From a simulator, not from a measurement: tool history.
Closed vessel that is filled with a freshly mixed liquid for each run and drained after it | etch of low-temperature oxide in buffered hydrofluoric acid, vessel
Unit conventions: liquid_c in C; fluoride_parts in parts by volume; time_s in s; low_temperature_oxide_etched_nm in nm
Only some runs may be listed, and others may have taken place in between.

| run | hour | liquid_c | fluoride_parts | time_s | low_temperature_oxide_etched_nm |
|---|---|---|---|---|---|
| 1 | 0 | 24 | 16 | 105 | 236.99 |
| 2 | 6.8 | 25 | 16 | 105 | 251.56 |
| 3 | 14.3 | 25 | 13 | 105 | 307.14 |
| 4 | 17.4 | 25 | 13 | 110 | 321.06 |
| 5 | 21.2 | 25 | 8.5 | 110 | 470.89 |
| 6 | 28 | 22.5 | 9 | 110 | 389.28 |
| 7 | 28.5 | 20.5 | 9 | 110 | 349.04 |
| 8 | 31.4 | 19.5 | 9 | 110 | 325.32 |

Run 9, settings as shown, results not yet in. Your forecast:
| 9 | 35.5 | 19 | 9 | 110 | ? |

{"run 9": {"low_temperature_oxide_etched_nm": 320.03}}
